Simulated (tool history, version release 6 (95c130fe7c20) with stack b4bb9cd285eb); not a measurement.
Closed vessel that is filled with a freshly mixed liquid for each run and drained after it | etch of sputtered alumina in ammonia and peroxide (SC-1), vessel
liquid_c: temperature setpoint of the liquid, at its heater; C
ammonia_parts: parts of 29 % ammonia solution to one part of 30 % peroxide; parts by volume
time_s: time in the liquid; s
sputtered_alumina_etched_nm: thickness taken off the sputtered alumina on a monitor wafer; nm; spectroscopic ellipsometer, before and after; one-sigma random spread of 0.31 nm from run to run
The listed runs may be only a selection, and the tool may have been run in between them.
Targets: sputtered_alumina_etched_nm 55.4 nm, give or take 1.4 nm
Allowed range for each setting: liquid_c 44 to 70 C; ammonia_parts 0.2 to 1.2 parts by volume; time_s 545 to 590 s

| run | day | liquid_c | ammonia_parts | time_s | sputtered_alumina_etched_nm |
|---|---|---|---|---|---|
| 1 | 0 | 60 | 0.8 | 545 | 45.407 |
| 2 | 0.333 | 61 | 0.8 | 545 | 47.363 |
| 3 | 0.725 | 61 | 0.8 | 545 | 48.192 |
| 4 | 0.954 | 57 | 0.8 | 545 | 38.454 |
| 5 | 1.108 | 57 | 0.8 | 545 | 38.804 |
| 6 | 1.417 | 59 | 0.8 | 545 | 43.153 |
| 7 | 1.683 | 60.5 | 0.8 | 545 | 46.963 |
| 8 | 1.992 | 61.5 | 0.8 | 545 | 48.891 |
| 9 | 2.183 | 62 | 0.8 | 545 | 50.359 |
| 10 | 2.329 | 62.5 | 0.8 | 545 | 51.411 |
| 11 | 2.55 | 63 | 0.8 | 545 | 52.769 |
| 12 | 2.912 | 63 | 0.8 | 545 | 52.923 |

Which one of the following 5 next-run settings gets every result inside its allowed miss? There is exactly one.
| A | 3.275 | 62.5 | 0.4 | 585 | ? |
| B | 3.275 | 63.5 | 0.65 | 545 | ? |
| C | 3.275 | 64.5 | 0.65 | 545 | ? |
| D | 3.275 | 64 | 0.9 | 570 | ? |
| E | 3.275 | 62.5 | 0.8 | 555 | ? |

| move | sputtered_alumina_etched_nm |
|---|---|
| A | 51.735 |
| B | 53.068 |
| C | 55.788 |
| D | 58.689 |
| E | 52.411 |
A: further off than the last run
B: better than the last run, though not everything is in spec
C: every result lands within tolerance
D: the result that was furthest off in the last run now lies on the other side of its target
E: further off than the last run
Move C is the one to make.
